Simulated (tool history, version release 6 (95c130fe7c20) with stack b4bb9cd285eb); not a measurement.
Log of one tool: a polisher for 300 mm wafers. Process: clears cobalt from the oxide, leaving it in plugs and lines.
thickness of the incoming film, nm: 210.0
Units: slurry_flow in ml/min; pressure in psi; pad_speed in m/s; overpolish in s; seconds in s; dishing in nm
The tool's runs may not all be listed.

run	hour	slurry_flow	pressure	pad_speed	overpolish	seconds	dishing
1	0.0	175	1.5	0.86	18	81.122	31.547
2	7.5	175	1.7	0.88	19	70.770	34.470
3	8.2	175	1.7	0.88	24	71.140	38.865
4	13.1	175	1.7	0.70	24	88.498	34.107
5	20.7	175	2.0	0.70	24	73.822	38.766
6	28.4	175	2.0	0.70	28	76.820	41.530
7	29.5	175	2.1	0.76	27	67.736	42.151

The next listed run, before its measurement:
8	35.6	175	2.2	0.82	27	?	?

seconds: 62.236 s
dishing: 45.709 nm
